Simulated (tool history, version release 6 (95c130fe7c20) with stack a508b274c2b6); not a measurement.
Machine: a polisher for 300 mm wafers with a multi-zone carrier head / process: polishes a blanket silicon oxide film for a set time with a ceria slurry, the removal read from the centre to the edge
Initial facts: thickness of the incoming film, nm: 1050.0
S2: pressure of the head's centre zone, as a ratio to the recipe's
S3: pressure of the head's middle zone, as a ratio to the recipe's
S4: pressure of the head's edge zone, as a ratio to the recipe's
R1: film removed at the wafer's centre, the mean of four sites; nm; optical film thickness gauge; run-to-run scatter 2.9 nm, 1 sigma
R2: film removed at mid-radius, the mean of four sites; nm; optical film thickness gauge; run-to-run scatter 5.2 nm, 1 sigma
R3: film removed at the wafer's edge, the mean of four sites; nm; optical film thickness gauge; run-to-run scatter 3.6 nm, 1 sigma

run 1 hour=0 | flow_of_slurry_(ml/min)=210 S2=1 S3=1 S4=1 polishing_time_(s)=59 | R1=348.42 R2=355.77 R3=358.72
run 2 hour=7.1 | flow_of_slurry_(ml/min)=165 S2=1 S3=1 S4=1 polishing_time_(s)=59 | R1=335.03 R2=336.19 R3=344.19
run 3 hour=10.2 | flow_of_slurry_(ml/min)=125 S2=1 S3=1 S4=1 polishing_time_(s)=59 | R1=308.37 R2=316.87 R3=329.87
run 4 hour=16.4 | flow_of_slurry_(ml/min)=125 S2=1 S3=0.93 S4=1 polishing_time_(s)=59 | R1=311.85 R2=307.96 R3=332.11
run 5 hour=22.2 | flow_of_slurry_(ml/min)=160 S2=0.98 S3=0.97 S4=1.02 polishing_time_(s)=60 | R1=330.22 R2=339.66 R3=350.38
run 6 hour=27.6 | flow_of_slurry_(ml/min)=160 S2=1.06 S3=0.97 S4=1.02 polishing_time_(s)=60 | R1=352.45 R2=329.53 R3=356.64
run 7 hour=34.1 | flow_of_slurry_(ml/min)=180 S2=1.03 S3=0.99 S4=1.05 polishing_time_(s)=61 | R1=363.01 R2=359.07 R3=375.12
run 8 hour=39.9 | flow_of_slurry_(ml/min)=190 S2=1.01 S3=1 S4=1.08 polishing_time_(s)=61 | R1=359.28 R2=361.94 R3=375.96
run 9 hour=41.8 | flow_of_slurry_(ml/min)=200 S2=0.99 S3=1.01 S4=1.1 polishing_time_(s)=62 | R1=361.07 R2=377.94 R3=394.94
run 10 hour=44.6 | flow_of_slurry_(ml/min)=210 S2=0.98 S3=1.03 S4=1.11 polishing_time_(s)=62 | R1=358.98 R2=374.12 R3=390.1

The next listed run, before its measurement:
run 11 hour=51.1 | flow_of_slurry_(ml/min)=220 S2=0.97 S3=1.05 S4=1.12 polishing_time_(s)=63 | R1=? R2=? R3=?

{"run 11": {"R1": 368.24, "R2": 389.15, "R3": 401.71}}

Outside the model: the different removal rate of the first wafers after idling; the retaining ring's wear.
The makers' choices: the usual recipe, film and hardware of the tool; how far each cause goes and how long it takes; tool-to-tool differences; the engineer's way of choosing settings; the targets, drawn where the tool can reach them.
